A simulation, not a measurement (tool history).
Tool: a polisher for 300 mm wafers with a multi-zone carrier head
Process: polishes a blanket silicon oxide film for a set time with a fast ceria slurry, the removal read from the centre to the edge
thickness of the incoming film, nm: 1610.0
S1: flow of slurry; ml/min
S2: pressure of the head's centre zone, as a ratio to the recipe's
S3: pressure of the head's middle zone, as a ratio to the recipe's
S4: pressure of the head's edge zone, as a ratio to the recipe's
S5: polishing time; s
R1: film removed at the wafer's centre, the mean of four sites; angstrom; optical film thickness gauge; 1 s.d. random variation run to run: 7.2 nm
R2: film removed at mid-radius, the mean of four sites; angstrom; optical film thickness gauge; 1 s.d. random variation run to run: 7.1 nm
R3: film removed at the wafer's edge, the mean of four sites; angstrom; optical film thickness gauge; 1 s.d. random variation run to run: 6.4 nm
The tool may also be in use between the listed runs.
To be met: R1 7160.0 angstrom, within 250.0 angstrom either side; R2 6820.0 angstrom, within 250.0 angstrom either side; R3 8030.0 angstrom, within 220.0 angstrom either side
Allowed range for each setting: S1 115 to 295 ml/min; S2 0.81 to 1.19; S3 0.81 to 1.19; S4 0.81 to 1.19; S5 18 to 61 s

run 1 hour=0.0 | S1=190 S2=1.00 S3=1.00 S4=1.00 S5=39 | R1=7128.1 R2=7082.1 R3=7063.8
run 2 hour=3.1 | S1=190 S2=1.00 S3=1.00 S4=0.92 S5=39 | R1=7074.6 R2=6996.1 R3=6664.1
run 3 hour=8.3 | S1=200 S2=0.99 S3=0.98 S4=0.97 S5=39 | R1=7041.4 R2=6897.2 R3=6910.0
run 4 hour=12.8 | S1=200 S2=1.06 S3=0.98 S4=0.97 S5=39 | R1=7481.6 R2=6980.1 R3=7025.2
run 5 hour=14.3 | S1=200 S2=1.06 S3=1.05 S4=0.97 S5=39 | R1=7261.1 R2=7460.0 R3=6912.6
run 6 hour=20.8 | S1=180 S2=1.06 S3=1.05 S4=0.97 S5=39 | R1=7404.9 R2=7336.8 R3=6969.6
run 7 hour=23.8 | S1=175 S2=1.04 S3=1.03 S4=1.02 S5=39 | R1=7177.6 R2=7052.7 R3=7085.6
run 8 hour=27.1 | S1=175 S2=1.03 S3=1.02 S4=1.06 S5=39 | R1=7143.0 R2=7076.0 R3=7218.5
run 9 hour=33.3 | S1=175 S2=1.02 S3=1.00 S4=1.09 S5=39 | R1=7126.7 R2=6808.6 R3=7216.0
run 10 hour=35.3 | S1=170 S2=1.00 S3=0.99 S4=1.11 S5=40 | R1=7222.3 R2=7020.2 R3=7414.5
run 11 hour=41.8 | S1=165 S2=0.97 S3=0.96 S4=1.13 S5=41 | R1=7055.2 R2=7114.1 R3=7848.9

Exactly one of the 4 candidate moves below puts every result within its allowed miss. Which one?
run A hour=48.3 | S1=200 S2=1.02 S3=1.00 S4=1.09 S5=40 | R1=? R2=? R3=?
run B hour=48.3 | S1=175 S2=0.99 S3=0.92 S4=1.19 S5=41 | R1=? R2=? R3=?
run C hour=48.3 | S1=165 S2=0.92 S3=1.01 S4=1.06 S5=41 | R1=? R2=? R3=?
run D hour=48.3 | S1=190 S2=1.00 S3=0.97 S4=1.09 S5=39 | R1=? R2=? R3=?

move=A R1=7327.5 R2=7341.0 R3=7554.9
move=B R1=7199.3 R2=6932.0 R3=8038.3
move=C R1=6682.4 R2=7460.4 R3=7537.9
move=D R1=6974.2 R2=6944.8 R3=7344.0
A: misses by more than the last run did
B: hits every target within its allowed miss
C: misses by more than the last run did
D: corrects the largest miss of the last run, while another result sits out of spec
The move that meets every target is B.
